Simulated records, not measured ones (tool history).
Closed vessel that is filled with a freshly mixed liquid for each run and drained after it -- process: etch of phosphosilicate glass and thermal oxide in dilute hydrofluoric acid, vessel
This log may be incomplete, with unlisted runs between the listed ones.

run	hour	temperature setpoint of the liquid (C)	parts of water to one part of 49 % hydrofluoric acid (parts by volume)	time in the liquid (s)	thickness taken off the phosphosilicate glass on a monitor wafer (Å)	thickness taken off the thermal oxide on a monitor wafer (Å)
1	0	23	75	60	1334.5	38.795
2	4.5	22	75	60	1300.4	37.224
3	7.5	22	60	60	1632.1	47.614
4	10.3	21.5	65	60	1438.4	42.569
5	13.9	21.5	45	60	2160.5	63.248
6	21.1	21.5	45	35	1248.8	36.912
7	28.9	21	45	35	1210.8	35.655

Run 8, settings as shown, results not yet in. Your forecast:
8	37.5	20.5	45	35	?	?

Run 8 gave thickness taken off the phosphosilicate glass on a monitor wafer (Å) 1215.3, thickness taken off the thermal oxide on a monitor wafer (Å) 35.836.
